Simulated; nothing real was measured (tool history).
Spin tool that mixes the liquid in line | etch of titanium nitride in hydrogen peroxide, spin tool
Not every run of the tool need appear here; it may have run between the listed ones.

| run | hour | temperature setpoint of the liquid (C) | concentration of hydrogen peroxide in the mixed liquid (% by weight) | time under the liquid (s) | thickness taken off the titanium nitride on a monitor wafer (nm) |
|---|---|---|---|---|---|
| 1 | 0 | 51 | 19.5 | 60 | 4.634 |
| 2 | 4.6 | 51 | 19.5 | 60 | 4.6537 |
| 3 | 5.3 | 49.5 | 19.5 | 60 | 4.1781 |
| 4 | 7.9 | 47 | 19.5 | 60 | 3.477 |
| 5 | 13.7 | 40.5 | 19.5 | 60 | 2.0968 |
| 6 | 22.5 | 40.5 | 17.5 | 60 | 2.0619 |
| 7 | 28.7 | 42.5 | 17.5 | 60 | 2.3948 |

For run 8, what comes out?
| 8 | 33.4 | 48 | 17.5 | 60 | ? |

{"run 8": {"thickness taken off the titanium nitride on a monitor wafer (nm)": 3.6521}}

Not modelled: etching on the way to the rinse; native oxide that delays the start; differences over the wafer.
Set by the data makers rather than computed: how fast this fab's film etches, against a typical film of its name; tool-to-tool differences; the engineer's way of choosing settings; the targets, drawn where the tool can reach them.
